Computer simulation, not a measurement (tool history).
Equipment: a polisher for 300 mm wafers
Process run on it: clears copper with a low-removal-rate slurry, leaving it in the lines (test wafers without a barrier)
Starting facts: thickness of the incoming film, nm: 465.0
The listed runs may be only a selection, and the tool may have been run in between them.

run  hour  flow of slurry (ml/min)  pressure of the wafer on the pad (psi)  speed of the pad under the wafer (m/s)  abrasive content of the slurry  overpolish time after the end point (s)  time until the end point was called (s)  dishing of a wide line in a test structure (Å)
  1     0                      160                                     2.6                                    1.28                               1                                       13                                   165.47                                          171.57
  2   4.5                      160                                     2.3                                     1.2                               1                                       11                                   203.01                                          140.04
  3  12.4                      140                                     2.3                                     1.2                               1                                       11                                   203.22                                          133.64
  4  15.5                      130                                     2.1                                    1.14                             1.1                                       10                                   231.61                                          115.69
  5  17.9                      125                                     1.9                                     1.1                             1.2                                        9                                   258.26                                           98.98
  6  19.4                      125                                     1.9                                     1.1                               1                                        9                                   263.18                                          96.328
  7  24.2                      120                                     1.8                                    1.12                             0.9                                        8                                   283.51                                          83.928
  8  30.5                       95                                     1.2                                    1.42                            0.65                                        4                                   370.31                                          36.613
  9  33.3                      100                                     1.2                                    1.44                            0.65                                        4                                   353.73                                          38.677
 10  37.9                      105                                     1.2                                    1.44                            0.65                                        4                                   349.89                                          36.831

Run 11 has not been measured yet. What should we expect?
 11  44.4                      105                                     1.2                                    1.44                            0.65                                        4                                        ?                                               ?

time until the end point was called (s): 350.55
dishing of a wide line in a test structure (Å): 37.658
